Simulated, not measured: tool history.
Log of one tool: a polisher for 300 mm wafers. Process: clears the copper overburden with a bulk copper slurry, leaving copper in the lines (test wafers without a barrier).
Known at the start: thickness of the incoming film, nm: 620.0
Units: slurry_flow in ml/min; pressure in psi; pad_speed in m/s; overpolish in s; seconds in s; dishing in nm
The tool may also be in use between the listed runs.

| run | day | slurry_flow | pressure | pad_speed | slurry_solids | overpolish | seconds | dishing |
|---|---|---|---|---|---|---|---|---|
| 1 | 0.000 | 260 | 3.2 | 1.34 | 1.0 | 8 | 48.552 | 76.413 |
| 2 | 0.304 | 260 | 3.2 | 1.14 | 1.0 | 8 | 57.211 | 66.468 |
| 3 | 0.575 | 265 | 3.7 | 1.20 | 1.0 | 7 | 46.459 | 70.486 |
| 4 | 0.642 | 270 | 4.0 | 1.26 | 1.0 | 7 | 41.486 | 79.767 |
| 5 | 0.842 | 305 | 4.0 | 1.26 | 1.0 | 7 | 40.276 | 78.033 |
| 6 | 0.867 | 245 | 4.0 | 1.26 | 1.0 | 7 | 41.935 | 77.833 |
|  | 0.933 | worn pad replaced by a new one |
| 7 | 0.933 | 260 | 4.3 | 1.32 | 1.0 | 7 | 31.948 | 92.699 |
| 8 | 1.238 | 260 | 4.4 | 1.32 | 1.0 | 7 | 32.819 | 95.384 |
| 9 | 1.600 | 260 | 4.6 | 1.32 | 1.0 | 7 | 31.383 | 98.926 |
| 10 | 1.850 | 260 | 4.7 | 1.34 | 1.0 | 7 | 29.661 | 102.080 |

The next listed run, before its measurement:
| 11 | 2.050 | 260 | 4.8 | 1.36 | 1.0 | 7 | ? | ? |

seconds: 29.009 s
dishing: 103.730 nm
